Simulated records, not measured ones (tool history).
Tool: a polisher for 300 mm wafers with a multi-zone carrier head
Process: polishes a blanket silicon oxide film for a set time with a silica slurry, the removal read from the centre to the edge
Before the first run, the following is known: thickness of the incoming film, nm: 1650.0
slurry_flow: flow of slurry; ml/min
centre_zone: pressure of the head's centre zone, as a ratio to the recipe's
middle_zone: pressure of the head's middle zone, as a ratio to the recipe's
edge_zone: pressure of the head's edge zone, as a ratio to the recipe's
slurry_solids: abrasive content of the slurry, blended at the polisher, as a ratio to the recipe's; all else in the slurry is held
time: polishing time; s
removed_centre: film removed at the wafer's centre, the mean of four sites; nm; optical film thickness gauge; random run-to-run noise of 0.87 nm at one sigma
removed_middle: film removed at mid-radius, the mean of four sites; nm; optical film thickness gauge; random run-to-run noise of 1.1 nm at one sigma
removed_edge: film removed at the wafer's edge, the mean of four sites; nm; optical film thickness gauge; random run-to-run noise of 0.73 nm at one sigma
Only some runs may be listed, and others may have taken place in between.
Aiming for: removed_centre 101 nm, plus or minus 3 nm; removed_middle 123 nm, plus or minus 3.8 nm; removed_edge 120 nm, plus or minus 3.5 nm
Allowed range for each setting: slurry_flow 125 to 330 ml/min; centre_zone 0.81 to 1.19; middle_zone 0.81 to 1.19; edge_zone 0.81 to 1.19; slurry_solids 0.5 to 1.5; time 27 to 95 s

{"run": 1, "hour": 0.0, "slurry_flow": 210, "centre_zone": 1, "middle_zone": 1, "edge_zone": 1, "slurry_solids": 1, "time": 61, "removed_centre": 130.07, "removed_middle": 133.6, "removed_edge": 130.66}
{"run": 2, "hour": 3.5, "slurry_flow": 200, "centre_zone": 0.97, "middle_zone": 1, "edge_zone": 0.99, "slurry_solids": 1, "time": 61, "removed_centre": 125.34, "removed_middle": 132.5, "removed_edge": 129.09}
{"run": 3, "hour": 8.5, "slurry_flow": 200, "centre_zone": 0.97, "middle_zone": 1.07, "edge_zone": 0.99, "slurry_solids": 1, "time": 61, "removed_centre": 124.74, "removed_middle": 141.86, "removed_edge": 129.52}
{"run": 4, "hour": 17.0, "slurry_flow": 200, "centre_zone": 1.05, "middle_zone": 1.07, "edge_zone": 0.99, "slurry_solids": 1, "time": 61, "removed_centre": 133.13, "removed_middle": 141.32, "removed_edge": 129.49}
{"run": 5, "hour": 18.9, "slurry_flow": 190, "centre_zone": 1.01, "middle_zone": 1.06, "edge_zone": 0.99, "slurry_solids": 1, "time": 61, "removed_centre": 127.92, "removed_middle": 137.62, "removed_edge": 129.88}
{"run": 6, "hour": 23.5, "slurry_flow": 180, "centre_zone": 0.98, "middle_zone": 1.06, "edge_zone": 0.98, "slurry_solids": 1, "time": 61, "removed_centre": 127.39, "removed_middle": 136.62, "removed_edge": 127.17}
{"run": 7, "hour": 24.5, "slurry_flow": 205, "centre_zone": 0.88, "middle_zone": 1.07, "edge_zone": 1.08, "slurry_solids": 0.75, "time": 60, "removed_centre": 90.95, "removed_middle": 108.82, "removed_edge": 104.82}
{"run": 8, "hour": 27.6, "slurry_flow": 210, "centre_zone": 0.88, "middle_zone": 1.07, "edge_zone": 1.09, "slurry_solids": 0.8, "time": 60, "removed_centre": 96.365, "removed_middle": 117.03, "removed_edge": 112.74}
{"run": 9, "hour": 34.3, "slurry_flow": 215, "centre_zone": 0.88, "middle_zone": 1.07, "edge_zone": 1.1, "slurry_solids": 0.8, "time": 60, "removed_centre": 97.404, "removed_middle": 118.06, "removed_edge": 112.95}
{"run": 10, "hour": 38.6, "slurry_flow": 215, "centre_zone": 0.88, "middle_zone": 1.07, "edge_zone": 1.1, "slurry_solids": 0.8, "time": 60, "removed_centre": 96.31, "removed_middle": 117.65, "removed_edge": 113.89}
{"run": 11, "hour": 40.8, "slurry_flow": 220, "centre_zone": 0.88, "middle_zone": 1.07, "edge_zone": 1.1, "slurry_solids": 0.8, "time": 60, "removed_centre": 97.034, "removed_middle": 118.92, "removed_edge": 112.32}
{"run": 12, "hour": 46.8, "slurry_flow": 245, "centre_zone": 0.88, "middle_zone": 1.07, "edge_zone": 1.19, "slurry_solids": 0.85, "time": 60, "removed_centre": 102.53, "removed_middle": 123.92, "removed_edge": 125.27}
{"run": 13, "hour": 53.6, "slurry_flow": 240, "centre_zone": 0.88, "middle_zone": 1.07, "edge_zone": 1.18, "slurry_solids": 0.85, "time": 60, "removed_centre": 102.87, "removed_middle": 125.05, "removed_edge": 124.72}
{"run": 14, "hour": 62.1, "slurry_flow": 235, "centre_zone": 0.88, "middle_zone": 1.07, "edge_zone": 1.17, "slurry_solids": 0.85, "time": 60, "removed_centre": 102.88, "removed_middle": 123.64, "removed_edge": 123.8}

5 next moves are on the table. One of them brings every result within its allowed miss. Which?
{"run": "A", "hour": 70.6, "slurry_flow": 180, "centre_zone": 0.86, "middle_zone": 1.02, "edge_zone": 1.19, "slurry_solids": 0.95, "time": 55, "removed_centre": "?", "removed_middle": "?", "removed_edge": "?"}
{"run": "B", "hour": 70.6, "slurry_flow": 215, "centre_zone": 0.93, "middle_zone": 1.09, "edge_zone": 1.15, "slurry_solids": 0.85, "time": 60, "removed_centre": "?", "removed_middle": "?", "removed_edge": "?"}
{"run": "C", "hour": 70.6, "slurry_flow": 165, "centre_zone": 0.87, "middle_zone": 1.02, "edge_zone": 1.19, "slurry_solids": 1.1, "time": 54, "removed_centre": "?", "removed_middle": "?", "removed_edge": "?"}
{"run": "D", "hour": 70.6, "slurry_flow": 230, "centre_zone": 0.86, "middle_zone": 1.05, "edge_zone": 1.1, "slurry_solids": 0.75, "time": 68, "removed_centre": "?", "removed_middle": "?", "removed_edge": "?"}
{"run": "E", "hour": 70.6, "slurry_flow": 190, "centre_zone": 0.91, "middle_zone": 1.1, "edge_zone": 1.01, "slurry_solids": 0.75, "time": 67, "removed_centre": "?", "removed_middle": "?", "removed_edge": "?"}

move=A removed_centre=98.107 removed_middle=116.27 removed_edge=123.32
move=B removed_centre=106.44 removed_middle=125.32 removed_edge=122.69
move=C removed_centre=105.9 removed_middle=124.55 removed_edge=132.47
move=D removed_centre=101.79 removed_middle=123.25 removed_edge=121.59
move=E removed_centre=102.42 removed_middle=123.81 removed_edge=113.04
A: gets the furthest-off result to its target, but another result is out of tolerance
B: gets the furthest-off result to its target, but another result is out of tolerance
C: its largest miss is bigger than the last run's
D: each result inside its tolerance
E: the result that was furthest off in the last run now lies on the other side of its target
D meets every target.
